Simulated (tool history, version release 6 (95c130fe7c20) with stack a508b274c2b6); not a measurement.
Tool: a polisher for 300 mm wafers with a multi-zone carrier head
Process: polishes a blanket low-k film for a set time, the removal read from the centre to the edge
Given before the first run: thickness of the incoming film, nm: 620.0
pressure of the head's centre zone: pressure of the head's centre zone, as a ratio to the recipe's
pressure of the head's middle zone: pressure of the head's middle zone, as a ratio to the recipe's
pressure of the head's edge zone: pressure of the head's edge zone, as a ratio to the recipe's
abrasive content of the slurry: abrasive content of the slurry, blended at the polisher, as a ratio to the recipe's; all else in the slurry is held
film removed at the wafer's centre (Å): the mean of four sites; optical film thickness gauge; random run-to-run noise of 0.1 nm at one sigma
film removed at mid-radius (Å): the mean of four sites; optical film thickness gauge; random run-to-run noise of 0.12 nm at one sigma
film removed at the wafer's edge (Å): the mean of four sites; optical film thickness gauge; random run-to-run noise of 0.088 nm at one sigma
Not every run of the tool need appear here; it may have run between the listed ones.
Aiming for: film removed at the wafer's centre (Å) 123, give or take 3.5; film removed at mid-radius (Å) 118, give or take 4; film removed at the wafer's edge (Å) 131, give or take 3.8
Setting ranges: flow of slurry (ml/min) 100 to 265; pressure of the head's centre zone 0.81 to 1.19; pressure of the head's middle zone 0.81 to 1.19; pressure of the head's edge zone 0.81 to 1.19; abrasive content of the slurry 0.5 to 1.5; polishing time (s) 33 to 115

run  hour  flow of slurry (ml/min)  pressure of the head's centre zone  pressure of the head's middle zone  pressure of the head's edge zone  abrasive content of the slurry  polishing time (s)  film removed at the wafer's centre (Å)  film removed at mid-radius (Å)  film removed at the wafer's edge (Å)
  1     0                      170                                   1                                   1                                 1                               1                  73                                   216.5                          207.48                                205.31
  2   6.8                      160                                0.97                                0.97                              0.98                             0.9                  71                                  192.13                           187.4                                190.56
  3  14.7                      155                                0.96                                0.95                              0.96                             0.8                  68                                  171.89                          168.96                                172.04
  4  18.8                      150                                0.95                                0.92                              0.95                            0.75                  66                                  159.36                          154.66                                157.34
  5  23.1                      140                                0.94                                 0.9                              0.96                             0.7                  66                                  149.13                          144.52                                152.39
  6  31.7                      135                                0.93                                0.88                              0.95                            0.65                  66                                   143.2                          135.97                                143.77
  7  32.9                      130                                0.92                                0.87                              0.95                            0.65                  66                                  142.03                           133.6                                144.43
  8  41.6                      125                                 0.9                                0.86                              0.94                            0.65                  66                                  139.07                          131.13                                143.87
     46.3  -- edge zone pressure recalibrated
  9  46.3                      120                                0.89                                0.85                              0.93                            0.65                  66                                  138.11                          130.67                                148.43
 10  54.3                      120                                0.89                                0.85                              0.93                             0.6                  66                                  132.67                          125.11                                 139.9
 11  61.3                      120                                0.89                                0.85                              0.92                             0.6                  66                                  130.75                          123.81                                139.97
 12    70                      120                                0.89                                0.85                              0.91                             0.6                  66                                   131.9                          126.65                                139.29
 13  78.5                      120                                0.89                                0.84                               0.9                             0.6                  66                                  131.74                          123.22                                140.47

Consider the 4 candidate settings below. Which is the only one whose results all fall within their allowed miss of target?
  A    87                      125                                0.88                                0.85                              0.87                             0.6                  62                                       ?                               ?                                     ?
  B    87                      100                                0.99                                0.83                              0.99                             0.5                  71                                       ?                               ?                                     ?
  C    87                      145                                1.07                                0.96                              0.95                             0.5                  66                                       ?                               ?                                     ?
  D    87                      125                                0.92                                0.99                              0.93                            0.55                  65                                       ?                               ?                                     ?

move  film removed at the wafer's centre (Å)  film removed at mid-radius (Å)  film removed at the wafer's edge (Å)
   A                                  122.07                          119.01                                130.23
   B                                  134.44                          118.19                                139.75
   C                                  139.34                          126.94                                131.32
   D                                  126.37                          132.68                                133.55
A: in spec on every target
B: moves away from the targets compared with the last run
C: moves away from the targets compared with the last run
D: the furthest-off result lands on target, but another misses its tolerance
Go with A: it meets all targets.
